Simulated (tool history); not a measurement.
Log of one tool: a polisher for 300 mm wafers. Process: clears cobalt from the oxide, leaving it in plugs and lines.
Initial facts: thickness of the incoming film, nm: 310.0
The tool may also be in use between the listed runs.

| run | hour | flow of slurry (ml/min) | pressure of the wafer on the pad (kPa) | speed of the pad under the wafer (cm/s) | overpolish time after the end point (s) | time until the end point was called (s) | dishing of a wide line in a test structure (nm) |
|---|---|---|---|---|---|---|---|
| 1 | 0 | 155 | 11.7 | 124 | 8 | 71.216 | 26.651 |
| 2 | 8.3 | 155 | 11.7 | 148 | 8 | 59.719 | 30.083 |
| 3 | 14.2 | 155 | 11.7 | 166 | 8 | 52.965 | 32.735 |
| 4 | 22.5 | 195 | 11.7 | 166 | 8 | 52.753 | 33.411 |
| 5 | 30.6 | 195 | 11 | 166 | 9 | 56.424 | 35.056 |
| 6 | 39.4 | 165 | 11 | 166 | 9 | 56.641 | 34.316 |
| 7 | 40.1 | 165 | 9.7 | 164 | 11 | 64.125 | 36.148 |

Expected results for the next run?
| 8 | 43.9 | 165 | 9 | 162 | 12 | ? | ? |

{"run 8": {"time until the end point was called (s)": 70.732, "dishing of a wide line in a test structure (nm)": 35.436}}

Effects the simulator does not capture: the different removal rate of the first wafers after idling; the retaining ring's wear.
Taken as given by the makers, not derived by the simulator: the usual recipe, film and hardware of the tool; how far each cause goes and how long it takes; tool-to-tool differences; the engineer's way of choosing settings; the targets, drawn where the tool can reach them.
